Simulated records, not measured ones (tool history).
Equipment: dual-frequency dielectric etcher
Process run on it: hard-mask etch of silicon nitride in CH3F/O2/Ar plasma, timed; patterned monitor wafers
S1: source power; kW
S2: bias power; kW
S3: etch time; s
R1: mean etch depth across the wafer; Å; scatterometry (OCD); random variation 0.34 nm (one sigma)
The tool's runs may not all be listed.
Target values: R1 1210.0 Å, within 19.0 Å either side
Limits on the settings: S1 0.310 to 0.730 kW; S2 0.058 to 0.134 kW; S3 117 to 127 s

Run 1, hour 0.0: S1 0.520 kW, S2 0.096 kW, S3 127 s. Result: R1 1039.5 Å.
Run 2, hour 8.8: S1 0.570 kW, S2 0.097 kW, S3 127 s. Result: R1 1072.8 Å.
Run 3, hour 9.5: S1 0.600 kW, S2 0.099 kW, S3 127 s. Result: R1 1090.4 Å.
Run 4, hour 16.1: S1 0.600 kW, S2 0.115 kW, S3 127 s. Result: R1 1155.5 Å.
Run 5, hour 17.5: S1 0.600 kW, S2 0.115 kW, S3 127 s. Result: R1 1152.4 Å.
Run 6, hour 22.4: S1 0.520 kW, S2 0.115 kW, S3 127 s. Result: R1 1107.4 Å.
Run 7, hour 29.8: S1 0.550 kW, S2 0.116 kW, S3 127 s. Result: R1 1135.7 Å.
Run 8, hour 37.3: S1 0.640 kW, S2 0.118 kW, S3 127 s. Result: R1 1190.5 Å.

Of the 4 settings listed for the next run, only one would bring every result within its allowed miss of target. Which one?
Run A, hour 44.8: S1 0.630 kW, S2 0.121 kW, S3 124 s. Result: R1 ?.
Run B, hour 44.8: S1 0.670 kW, S2 0.119 kW, S3 127 s. Result: R1 ?.
Run C, hour 44.8: S1 0.650 kW, S2 0.111 kW, S3 127 s. Result: R1 ?.
Run D, hour 44.8: S1 0.610 kW, S2 0.117 kW, S3 127 s. Result: R1 ?.

move      R1
   A  1162.6
   B  1203.5
   C  1162.4
   D  1165.2
A: lands further from the targets than the last run did
B: all results land within tolerance of their targets
C: lands further from the targets than the last run did
D: lands further from the targets than the last run did
Move B is the one to make.
